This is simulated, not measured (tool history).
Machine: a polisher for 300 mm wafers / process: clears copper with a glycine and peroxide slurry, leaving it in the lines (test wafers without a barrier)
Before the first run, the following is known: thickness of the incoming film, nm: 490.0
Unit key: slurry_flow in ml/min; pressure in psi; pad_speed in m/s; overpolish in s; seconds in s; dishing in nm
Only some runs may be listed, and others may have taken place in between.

Run 1, hour 0: slurry_flow 305 ml/min, pressure 2.6 psi, pad_speed 1.2 m/s, overpolish 10 s. Result: seconds 69.643 s, dishing 44.989 nm.
Run 2, hour 3: slurry_flow 305 ml/min, pressure 2.6 psi, pad_speed 0.94 m/s, overpolish 10 s. Result: seconds 79.292 s, dishing 41.033 nm.
Run 3, hour 6.7: slurry_flow 305 ml/min, pressure 2.6 psi, pad_speed 0.94 m/s, overpolish 7 s. Result: seconds 79.151 s, dishing 29.225 nm.
Run 4, hour 7.5: slurry_flow 305 ml/min, pressure 2.6 psi, pad_speed 0.94 m/s, overpolish 3 s. Result: seconds 78.672 s, dishing 13.004 nm.
At hour 15: head pressure recalibrated.
Run 5, hour 15: slurry_flow 305 ml/min, pressure 2.6 psi, pad_speed 0.94 m/s, overpolish 3 s. Result: seconds 87.083 s, dishing 12.041 nm.
Run 6, hour 17.4: slurry_flow 300 ml/min, pressure 2.4 psi, pad_speed 0.8 m/s, overpolish 6 s. Result: seconds 97.644 s, dishing 20.354 nm.
Run 7, hour 17.9: slurry_flow 295 ml/min, pressure 2.3 psi, pad_speed 0.76 m/s, overpolish 7 s. Result: seconds 105 s, dishing 22.725 nm.
Run 8, hour 20.8: slurry_flow 285 ml/min, pressure 2.3 psi, pad_speed 0.74 m/s, overpolish 8 s. Result: seconds 107.21 s, dishing 24.714 nm.

What does the tool deliver on the next run?
Run 9, hour 22.1: slurry_flow 280 ml/min, pressure 2.2 psi, pad_speed 0.72 m/s, overpolish 13 s. Result: seconds ?, dishing ?.

Run 9 yielded seconds 110.61 s, dishing 36.765 nm.

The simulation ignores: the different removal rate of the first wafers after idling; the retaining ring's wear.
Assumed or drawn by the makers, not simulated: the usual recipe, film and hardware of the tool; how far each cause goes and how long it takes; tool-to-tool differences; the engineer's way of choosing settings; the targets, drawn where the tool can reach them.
